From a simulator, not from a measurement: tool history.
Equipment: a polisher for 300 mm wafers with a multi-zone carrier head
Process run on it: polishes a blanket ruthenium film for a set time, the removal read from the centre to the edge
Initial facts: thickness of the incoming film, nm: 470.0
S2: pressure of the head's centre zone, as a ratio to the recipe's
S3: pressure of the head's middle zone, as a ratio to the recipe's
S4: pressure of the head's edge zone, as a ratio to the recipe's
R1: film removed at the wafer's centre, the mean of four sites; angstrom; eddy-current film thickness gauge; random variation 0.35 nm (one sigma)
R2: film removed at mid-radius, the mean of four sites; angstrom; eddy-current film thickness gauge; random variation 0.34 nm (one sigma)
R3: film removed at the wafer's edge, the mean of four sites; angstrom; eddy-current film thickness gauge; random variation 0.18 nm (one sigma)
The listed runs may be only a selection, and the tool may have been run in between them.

run 1 hour=0 | flow_of_slurry_(ml/min)=295 S2=1 S3=1 S4=1 polishing_time_(s)=38 | R1=343.69 R2=340.64 R3=351.06
run 2 hour=5.5 | flow_of_slurry_(ml/min)=295 S2=1.05 S3=1 S4=1 polishing_time_(s)=38 | R1=369.03 R2=341.13 R3=353.87
run 3 hour=10.6 | flow_of_slurry_(ml/min)=295 S2=1.05 S3=1 S4=1 polishing_time_(s)=31 | R1=303.91 R2=282.15 R3=285.09
run 4 hour=12.8 | flow_of_slurry_(ml/min)=290 S2=1.05 S3=1 S4=0.99 polishing_time_(s)=31 | R1=296.55 R2=283.82 R3=284.25
run 5 hour=18.6 | flow_of_slurry_(ml/min)=355 S2=1.05 S3=1 S4=0.99 polishing_time_(s)=31 | R1=299.19 R2=284.38 R3=288.92
run 6 hour=20.6 | flow_of_slurry_(ml/min)=355 S2=1.05 S3=1 S4=1.03 polishing_time_(s)=31 | R1=304.24 R2=282.14 R3=293.37
run 7 hour=25 | flow_of_slurry_(ml/min)=355 S2=1.05 S3=1 S4=1.02 polishing_time_(s)=31 | R1=306.59 R2=286.75 R3=296.56
run 8 hour=26.5 | flow_of_slurry_(ml/min)=350 S2=1.05 S3=1 S4=1.01 polishing_time_(s)=31 | R1=298.26 R2=288.01 R3=289.82

The next listed run, before its measurement:
run 9 hour=28.7 | flow_of_slurry_(ml/min)=350 S2=1.05 S3=1 S4=1 polishing_time_(s)=31 | R1=? R2=? R3=?

Logged for run 9: R1 293.53 angstrom, R2 285.85 angstrom, R3 290.97 angstrom.
